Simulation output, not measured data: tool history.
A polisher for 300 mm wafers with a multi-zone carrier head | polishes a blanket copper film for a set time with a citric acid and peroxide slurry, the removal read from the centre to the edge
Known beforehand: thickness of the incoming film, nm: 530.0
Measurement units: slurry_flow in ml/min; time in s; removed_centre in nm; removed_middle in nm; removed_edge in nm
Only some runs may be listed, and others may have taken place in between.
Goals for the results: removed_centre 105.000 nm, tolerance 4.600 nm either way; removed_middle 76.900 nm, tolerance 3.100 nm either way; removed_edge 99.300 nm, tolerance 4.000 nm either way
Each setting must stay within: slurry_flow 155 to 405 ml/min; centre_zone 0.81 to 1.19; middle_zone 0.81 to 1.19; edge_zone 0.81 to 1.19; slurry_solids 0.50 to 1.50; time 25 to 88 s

run  hour  slurry_flow  centre_zone  middle_zone  edge_zone  slurry_solids  time  removed_centre  removed_middle  removed_edge
  1   0.0          260         1.00         1.00       1.00           1.00    56          77.462          75.443        78.590
  2   2.2          260         1.00         1.00       0.92           1.00    56          80.150          73.629        75.504
  3   3.4          260         0.95         1.00       0.92           1.00    56          72.394          75.602        74.105
  4  11.8          260         1.00         0.98       0.99           1.10    57          80.202          77.436        81.543
  5  16.3          260         1.00         0.98       0.99           1.10    69          97.457          91.420        97.906
  6  20.0          260         1.00         0.98       1.02           1.10    69          97.463          93.416        98.595
  7  20.9          250         1.02         0.93       1.02           1.10    69         101.800          89.513        99.642
  8  23.8          230         1.06         0.83       1.07           0.95    68          98.139          76.922        97.197
  9  32.5          235         1.08         0.83       1.08           0.95    68         100.280          77.488        95.561
 10  35.6          220         1.09         0.82       1.10           1.00    68          99.718          75.724        99.253

Below are 5 possible settings for the next run. Only one of them brings all results inside the allowed miss of their targets. Which is it?
  A  38.7          195         1.03         0.83       1.16           1.20    65               ?               ?             ?
  B  38.7          155         1.08         0.82       1.19           1.00    69               ?               ?             ?
  C  38.7          155         1.05         0.85       1.17           1.10    67               ?               ?             ?
  D  38.7          210         1.13         0.83       1.09           1.25    66               ?               ?             ?
  E  38.7          220         1.07         0.83       1.19           0.90    67               ?               ?             ?

move  removed_centre  removed_middle  removed_edge
   A          90.909          73.572        99.598
   B          92.210          70.831        99.441
   C          88.942          72.384        97.747
   D         103.700          76.304        99.781
   E          93.263          72.454        98.923
A: moves away from the targets compared with the last run
B: moves away from the targets compared with the last run
C: moves away from the targets compared with the last run
D: meets every target
E: moves away from the targets compared with the last run
The right move is D.

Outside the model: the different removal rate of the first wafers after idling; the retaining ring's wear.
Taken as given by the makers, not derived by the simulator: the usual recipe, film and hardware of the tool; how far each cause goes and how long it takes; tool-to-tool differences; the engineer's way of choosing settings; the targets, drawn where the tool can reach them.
